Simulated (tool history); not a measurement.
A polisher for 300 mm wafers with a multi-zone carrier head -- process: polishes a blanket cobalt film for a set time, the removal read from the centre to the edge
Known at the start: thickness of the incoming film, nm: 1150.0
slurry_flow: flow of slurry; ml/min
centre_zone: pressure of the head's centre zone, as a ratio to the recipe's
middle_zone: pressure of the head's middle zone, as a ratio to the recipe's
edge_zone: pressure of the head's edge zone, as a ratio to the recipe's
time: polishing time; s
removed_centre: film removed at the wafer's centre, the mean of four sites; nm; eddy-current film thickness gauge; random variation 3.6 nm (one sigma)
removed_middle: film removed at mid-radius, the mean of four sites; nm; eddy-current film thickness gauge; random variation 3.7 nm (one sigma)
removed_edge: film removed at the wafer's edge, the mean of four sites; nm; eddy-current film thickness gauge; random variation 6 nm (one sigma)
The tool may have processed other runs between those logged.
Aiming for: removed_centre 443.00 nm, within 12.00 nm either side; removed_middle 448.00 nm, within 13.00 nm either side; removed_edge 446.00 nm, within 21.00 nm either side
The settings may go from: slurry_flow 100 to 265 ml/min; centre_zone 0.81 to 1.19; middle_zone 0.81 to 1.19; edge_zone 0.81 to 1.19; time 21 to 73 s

run    day  slurry_flow  centre_zone  middle_zone  edge_zone  time  removed_centre  removed_middle  removed_edge
  1  0.000          170         1.00         1.00       1.00    47          316.54          321.39        306.12
  2  0.279          175         1.01         1.01       1.05    50          336.44          344.51        330.60
  3  0.600          180         1.02         1.01       1.08    53          361.77          372.43        360.97
  4  0.933          190         1.03         1.01       1.11    55          383.73          384.72        383.32
  5  1.279          200         1.04         1.02       1.13    56          395.79          399.75        386.51
  6  1.608          195         1.04         1.02       1.14    58          409.37          415.16        401.30
  7  1.771          195         1.04         1.02       1.14    58          419.20          412.12        408.94
  8  1.962          200         1.03         1.02       1.15    59          413.67          420.51        421.46
  9  2.329          205         1.04         1.02       1.16    60          425.44          429.32        427.19
 10  2.371          205         1.04         1.02       1.17    60          430.25          433.17        429.23
 11  2.508          210         1.04         1.02       1.18    60          428.63          432.17        425.05

Below are 5 possible settings for the next run. Only one of them brings all results inside the allowed miss of their targets. Which is it?
  A  2.646          195         1.03         1.05       1.19    60               ?               ?             ?
  B  2.646          255         1.04         1.04       1.19    54               ?               ?             ?
  C  2.646          190         0.94         1.03       1.19    64               ?               ?             ?
  D  2.646          215         1.02         0.93       1.19    59               ?               ?             ?
  E  2.646          210         1.03         1.02       1.18    63               ?               ?             ?

move  removed_centre  removed_middle  removed_edge
   A          422.06          434.82        424.02
   B          399.51          402.66        392.28
   C          408.60          454.61        451.02
   D          417.38          391.73        422.19
   E          448.67          450.52        447.32
A: lands further from the targets than the last run did
B: lands further from the targets than the last run did
C: gets the furthest-off result to its target, but another result is out of tolerance
D: lands further from the targets than the last run did
E: each result inside its tolerance
The right move is E.

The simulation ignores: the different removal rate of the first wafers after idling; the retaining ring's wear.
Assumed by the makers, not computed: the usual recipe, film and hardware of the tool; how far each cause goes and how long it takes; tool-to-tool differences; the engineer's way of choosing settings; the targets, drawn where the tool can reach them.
